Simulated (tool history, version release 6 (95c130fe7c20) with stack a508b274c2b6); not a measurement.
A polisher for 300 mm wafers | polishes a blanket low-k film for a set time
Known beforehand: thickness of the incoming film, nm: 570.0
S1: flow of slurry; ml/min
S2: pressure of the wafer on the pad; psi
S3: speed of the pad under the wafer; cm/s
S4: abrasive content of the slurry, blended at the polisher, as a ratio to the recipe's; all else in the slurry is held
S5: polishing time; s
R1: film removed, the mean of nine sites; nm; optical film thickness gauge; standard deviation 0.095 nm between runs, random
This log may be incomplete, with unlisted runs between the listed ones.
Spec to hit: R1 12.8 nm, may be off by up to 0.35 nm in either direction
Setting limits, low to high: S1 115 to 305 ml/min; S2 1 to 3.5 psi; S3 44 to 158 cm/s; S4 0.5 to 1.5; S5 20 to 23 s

run 1 day=0 | S1=195 S2=2.2 S3=100 S4=1 S5=23 | R1=9.3911
run 2 day=0.25 | S1=200 S2=2.3 S3=100 S4=1 S5=23 | R1=10.018
run 3 day=0.558 | S1=200 S2=1.9 S3=100 S4=1 S5=23 | R1=8.2373
run 4 day=0.592 | S1=200 S2=1.9 S3=124 S4=1 S5=23 | R1=9.4523
-- day=0.792 worn pad replaced by a new one
run 5 day=0.792 | S1=200 S2=1.4 S3=124 S4=1 S5=23 | R1=7.6262
run 6 day=1.062 | S1=205 S2=1.5 S3=124 S4=1 S5=23 | R1=8.1961
run 7 day=1.304 | S1=215 S2=1.6 S3=124 S4=1 S5=23 | R1=8.7796
run 8 day=1.6 | S1=270 S2=2.2 S3=126 S4=1 S5=23 | R1=12.466
run 9 day=1.946 | S1=280 S2=2.2 S3=126 S4=1 S5=23 | R1=12.376

Exercise: of the 5 proposed moves below, exactly one satisfies all targets within the stated allowed misses. Which move is it?
run A day=2.292 | S1=250 S2=2.4 S3=122 S4=0.85 S5=22 | R1=?
run B day=2.292 | S1=210 S2=2.2 S3=124 S4=1 S5=23 | R1=?
run C day=2.292 | S1=305 S2=2.3 S3=128 S4=0.95 S5=21 | R1=?
run D day=2.292 | S1=305 S2=2.1 S3=142 S4=1 S5=23 | R1=?
run E day=2.292 | S1=260 S2=2.1 S3=136 S4=1 S5=22 | R1=?

move=A R1=11.627
move=B R1=11.983
move=C R1=11.833
move=D R1=13.026
move=E R1=11.925
A: lands further from the targets than the last run did
B: lands further from the targets than the last run did
C: lands further from the targets than the last run did
D: meets every target
E: lands further from the targets than the last run did
The move that meets every target is D.
